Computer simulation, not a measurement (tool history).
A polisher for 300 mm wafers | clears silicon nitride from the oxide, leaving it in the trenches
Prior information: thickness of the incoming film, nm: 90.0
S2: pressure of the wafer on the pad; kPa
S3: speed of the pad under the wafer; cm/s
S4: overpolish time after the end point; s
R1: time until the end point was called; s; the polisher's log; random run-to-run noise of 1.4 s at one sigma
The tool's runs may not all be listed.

Run 1, hour 0: flow of slurry (ml/min) 285, S2 20 kPa, S3 84 cm/s, S4 9 s. Result: R1 122.08 s.
Run 2, hour 5.5: flow of slurry (ml/min) 285, S2 24.1 kPa, S3 84 cm/s, S4 9 s. Result: R1 104.33 s.
Run 3, hour 7.5: flow of slurry (ml/min) 285, S2 22.1 kPa, S3 84 cm/s, S4 9 s. Result: R1 112.3 s.
Run 4, hour 16.1: flow of slurry (ml/min) 285, S2 20 kPa, S3 84 cm/s, S4 9 s. Result: R1 123.19 s.
Run 5, hour 21.8: flow of slurry (ml/min) 350, S2 20 kPa, S3 84 cm/s, S4 9 s. Result: R1 122.7 s.
Run 6, hour 24.9: flow of slurry (ml/min) 350, S2 20 kPa, S3 84 cm/s, S4 6 s. Result: R1 120.76 s.

For run 7, what comes out?
Run 7, hour 28.6: flow of slurry (ml/min) 350, S2 18.6 kPa, S3 84 cm/s, S4 6 s. Result: R1 ?.

R1: 129.96 s
